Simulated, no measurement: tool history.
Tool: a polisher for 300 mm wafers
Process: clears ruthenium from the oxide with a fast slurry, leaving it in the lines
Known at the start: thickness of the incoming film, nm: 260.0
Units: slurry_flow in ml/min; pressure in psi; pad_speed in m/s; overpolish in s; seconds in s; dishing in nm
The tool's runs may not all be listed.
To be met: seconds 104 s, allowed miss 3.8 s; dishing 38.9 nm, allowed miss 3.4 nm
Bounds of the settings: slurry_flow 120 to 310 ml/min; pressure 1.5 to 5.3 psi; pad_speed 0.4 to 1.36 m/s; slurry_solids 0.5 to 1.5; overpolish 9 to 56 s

Run 1, hour 0: slurry_flow 200 ml/min, pressure 3.4 psi, pad_speed 0.88 m/s, slurry_solids 1, overpolish 29 s. Result: seconds 74.602 s, dishing 76.018 nm.
Run 2, hour 5.3: slurry_flow 200 ml/min, pressure 3.2 psi, pad_speed 0.88 m/s, slurry_solids 1, overpolish 26 s. Result: seconds 76.51 s, dishing 66.402 nm.
Run 3, hour 11: slurry_flow 200 ml/min, pressure 3.2 psi, pad_speed 0.88 m/s, slurry_solids 1, overpolish 19 s. Result: seconds 76.645 s, dishing 54.575 nm.
Run 4, hour 14.4: slurry_flow 200 ml/min, pressure 3 psi, pad_speed 0.88 m/s, slurry_solids 1, overpolish 19 s. Result: seconds 79.92 s, dishing 53.721 nm.
Run 5, hour 18.6: slurry_flow 200 ml/min, pressure 2.4 psi, pad_speed 0.88 m/s, slurry_solids 1, overpolish 19 s. Result: seconds 89.294 s, dishing 46.869 nm.
Run 6, hour 26.5: slurry_flow 200 ml/min, pressure 2.3 psi, pad_speed 0.88 m/s, slurry_solids 1, overpolish 19 s. Result: seconds 91.634 s, dishing 45.717 nm.
Run 7, hour 34.4: slurry_flow 195 ml/min, pressure 1.8 psi, pad_speed 0.88 m/s, slurry_solids 1, overpolish 16 s. Result: seconds 107.41 s, dishing 34.964 nm.
Run 8, hour 37.2: slurry_flow 200 ml/min, pressure 1.8 psi, pad_speed 0.88 m/s, slurry_solids 1, overpolish 16 s. Result: seconds 107.35 s, dishing 35.325 nm.

5 next moves are on the table. One of them brings every result within its allowed miss. Which?
Run A, hour 40: slurry_flow 170 ml/min, pressure 1.8 psi, pad_speed 0.92 m/s, slurry_solids 1, overpolish 17 s. Result: seconds ?, dishing ?.
Run B, hour 40: slurry_flow 235 ml/min, pressure 1.5 psi, pad_speed 0.8 m/s, slurry_solids 1.2, overpolish 20 s. Result: seconds ?, dishing ?.
Run C, hour 40: slurry_flow 205 ml/min, pressure 1.5 psi, pad_speed 0.84 m/s, slurry_solids 1.2, overpolish 20 s. Result: seconds ?, dishing ?.
Run D, hour 40: slurry_flow 195 ml/min, pressure 2.1 psi, pad_speed 0.72 m/s, slurry_solids 1.05, overpolish 20 s. Result: seconds ?, dishing ?.
Run E, hour 40: slurry_flow 180 ml/min, pressure 1.8 psi, pad_speed 0.9 m/s, slurry_solids 0.95, overpolish 14 s. Result: seconds ?, dishing ?.

move  seconds  dishing
   A   103.22   36.409
   B   115.25   38.161
   C    111.2   39.401
   D   116.77   37.714
   E   107.57   29.377
A: meets every target
B: brings the result that was furthest off to its target, and leaves another outside
C: brings the result that was furthest off to its target, and leaves another outside
D: brings the result that was furthest off to its target, and leaves another outside
E: further off than the last run
Answer: A
